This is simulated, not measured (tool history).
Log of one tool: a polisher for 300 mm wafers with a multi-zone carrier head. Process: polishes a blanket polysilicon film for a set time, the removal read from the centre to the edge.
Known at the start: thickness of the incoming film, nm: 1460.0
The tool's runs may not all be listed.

| run | hour | flow of slurry (ml/min) | pressure of the head's centre zone | pressure of the head's middle zone | pressure of the head's edge zone | polishing time (s) | film removed at the wafer's centre (Å) | film removed at mid-radius (Å) | film removed at the wafer's edge (Å) |
|---|---|---|---|---|---|---|---|---|---|
| 1 | 0.0 | 270 | 1.00 | 1.00 | 1.00 | 52 | 2721.1 | 2782.8 | 2743.9 |
| 2 | 7.2 | 270 | 1.01 | 1.00 | 0.98 | 50 | 2642.3 | 2663.6 | 2635.8 |
| 3 | 7.9 | 270 | 1.01 | 1.00 | 0.98 | 38 | 2017.2 | 2011.1 | 1995.8 |
| 4 | 8.6 | 270 | 1.02 | 1.01 | 0.96 | 38 | 2060.9 | 2093.3 | 2015.3 |
| 5 | 16.2 | 270 | 1.02 | 0.94 | 0.96 | 38 | 2000.7 | 1970.2 | 2007.0 |
| 6 | 18.7 | 270 | 1.11 | 0.94 | 0.96 | 38 | 2197.1 | 1995.0 | 1967.0 |
| 7 | 21.1 | 270 | 1.11 | 0.95 | 0.95 | 38 | 2226.6 | 1929.5 | 1971.9 |
| 8 | 29.4 | 270 | 1.11 | 0.97 | 0.94 | 38 | 2183.9 | 1936.8 | 1977.4 |
| 9 | 33.1 | 275 | 1.12 | 0.99 | 0.96 | 37 | 2160.7 | 1968.3 | 1937.3 |

The next listed run, before its measurement:
| 10 | 37.4 | 275 | 1.13 | 1.01 | 0.95 | 37 | ? | ? | ? |

film removed at the wafer's centre (Å): 2175.0
film removed at mid-radius (Å): 2016.9
film removed at the wafer's edge (Å): 1955.2
